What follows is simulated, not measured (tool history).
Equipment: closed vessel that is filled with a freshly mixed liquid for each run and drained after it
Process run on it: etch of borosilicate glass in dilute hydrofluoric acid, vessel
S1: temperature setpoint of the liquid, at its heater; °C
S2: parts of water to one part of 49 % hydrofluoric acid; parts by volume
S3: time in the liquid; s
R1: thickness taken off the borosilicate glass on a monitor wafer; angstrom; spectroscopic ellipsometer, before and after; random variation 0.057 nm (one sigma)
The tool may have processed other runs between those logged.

{"run": 1, "day": 0.0, "S1": 22, "S2": 180, "S3": 45, "R1": 60.354}
{"run": 2, "day": 0.179, "S1": 22, "S2": 210, "S3": 45, "R1": 51.096}
{"run": 3, "day": 0.371, "S1": 22, "S2": 210, "S3": 45, "R1": 49.712}
{"run": 4, "day": 0.417, "S1": 19, "S2": 210, "S3": 45, "R1": 44.751}
{"run": 5, "day": 0.562, "S1": 21.5, "S2": 210, "S3": 45, "R1": 49.786}
{"run": 6, "day": 0.808, "S1": 23.5, "S2": 210, "S3": 45, "R1": 53.597}

Predict the results of run 7:
{"run": 7, "day": 0.85, "S1": 27.5, "S2": 205, "S3": 45, "R1": "?"}

R1: 63.152 angstrom
